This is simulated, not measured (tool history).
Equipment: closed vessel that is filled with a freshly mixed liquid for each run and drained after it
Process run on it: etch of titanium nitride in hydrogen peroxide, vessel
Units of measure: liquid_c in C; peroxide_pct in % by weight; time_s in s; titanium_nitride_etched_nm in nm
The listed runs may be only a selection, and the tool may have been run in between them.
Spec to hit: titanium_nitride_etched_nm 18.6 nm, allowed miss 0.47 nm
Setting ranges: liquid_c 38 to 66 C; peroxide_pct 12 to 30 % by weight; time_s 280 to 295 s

run 1 hour=0 | liquid_c=54 peroxide_pct=21.5 time_s=280 | titanium_nitride_etched_nm=15.415
run 2 hour=5.4 | liquid_c=54 peroxide_pct=18.5 time_s=280 | titanium_nitride_etched_nm=14.951
run 3 hour=7.4 | liquid_c=57.5 peroxide_pct=18.5 time_s=280 | titanium_nitride_etched_nm=19.248
run 4 hour=13 | liquid_c=64.5 peroxide_pct=18.5 time_s=280 | titanium_nitride_etched_nm=30.882
run 5 hour=18.1 | liquid_c=64.5 peroxide_pct=17 time_s=280 | titanium_nitride_etched_nm=30.195
run 6 hour=26.4 | liquid_c=63.5 peroxide_pct=17 time_s=280 | titanium_nitride_etched_nm=27.986
run 7 hour=33.3 | liquid_c=62.5 peroxide_pct=17 time_s=280 | titanium_nitride_etched_nm=26.061
run 8 hour=40.2 | liquid_c=62 peroxide_pct=17 time_s=280 | titanium_nitride_etched_nm=25.419
run 9 hour=44.8 | liquid_c=61.5 peroxide_pct=17 time_s=280 | titanium_nitride_etched_nm=24.489

Consider the 4 candidate settings below. Which is the only one whose results all fall within their allowed miss of target?
run A hour=49.4 | liquid_c=58 peroxide_pct=16.5 time_s=285 | titanium_nitride_etched_nm=?
run B hour=49.4 | liquid_c=57 peroxide_pct=20 time_s=295 | titanium_nitride_etched_nm=?
run C hour=49.4 | liquid_c=56.5 peroxide_pct=23 time_s=280 | titanium_nitride_etched_nm=?
run D hour=49.4 | liquid_c=57.5 peroxide_pct=19.5 time_s=290 | titanium_nitride_etched_nm=?

move=A titanium_nitride_etched_nm=19.662
move=B titanium_nitride_etched_nm=19.789
move=C titanium_nitride_etched_nm=18.698
move=D titanium_nitride_etched_nm=20.029
A: closes in on the targets versus the last run, not all within tolerance yet
B: closes in on the targets versus the last run, not all within tolerance yet
C: in spec on every target
D: closes in on the targets versus the last run, not all within tolerance yet
The right move is C.
